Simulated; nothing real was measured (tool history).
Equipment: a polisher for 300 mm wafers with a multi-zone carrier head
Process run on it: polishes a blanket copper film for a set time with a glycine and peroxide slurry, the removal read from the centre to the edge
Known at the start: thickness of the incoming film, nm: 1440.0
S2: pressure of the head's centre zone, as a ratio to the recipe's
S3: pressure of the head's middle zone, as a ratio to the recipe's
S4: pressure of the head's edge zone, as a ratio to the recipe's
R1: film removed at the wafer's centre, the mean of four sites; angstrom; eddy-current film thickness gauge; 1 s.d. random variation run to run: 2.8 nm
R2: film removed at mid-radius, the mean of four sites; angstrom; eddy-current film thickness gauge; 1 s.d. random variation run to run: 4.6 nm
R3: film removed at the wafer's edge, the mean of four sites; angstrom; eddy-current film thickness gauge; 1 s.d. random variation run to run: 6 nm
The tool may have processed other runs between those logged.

Run 1, day 0: flow of slurry (ml/min) 190, S2 1, S3 1, S4 1, polishing time (s) 85. Result: R1 4153.9 angstrom, R2 4221.7 angstrom, R3 4365.8 angstrom.
Run 2, day 0.062: flow of slurry (ml/min) 190, S2 1, S3 1, S4 1, polishing time (s) 92. Result: R1 4471.8 angstrom, R2 4629.4 angstrom, R3 4599.4 angstrom.
Run 3, day 0.088: flow of slurry (ml/min) 190, S2 1.04, S3 1, S4 1, polishing time (s) 92. Result: R1 4703.4 angstrom, R2 4623.5 angstrom, R3 4714.5 angstrom.
Run 4, day 0.421: flow of slurry (ml/min) 185, S2 1.01, S3 1.01, S4 1.03, polishing time (s) 94. Result: R1 4625.7 angstrom, R2 4745.8 angstrom, R3 4743.7 angstrom.
Run 5, day 0.442: flow of slurry (ml/min) 190, S2 0.97, S3 1, S4 1.06, polishing time (s) 96. Result: R1 4558.9 angstrom, R2 4814.7 angstrom, R3 4997.5 angstrom.
Run 6, day 0.754: flow of slurry (ml/min) 190, S2 0.97, S3 0.92, S4 1.06, polishing time (s) 96. Result: R1 4514.8 angstrom, R2 4425.4 angstrom, R3 5044.2 angstrom.

Estimate the outcome of run 7 from the log above:
Run 7, day 0.804: flow of slurry (ml/min) 195, S2 0.95, S3 0.94, S4 1.08, polishing time (s) 97. Result: R1 ?, R2 ?, R3 ?.

{"run 7": {"R1": 4501.2, "R2": 4692.6, "R3": 5076.4}}
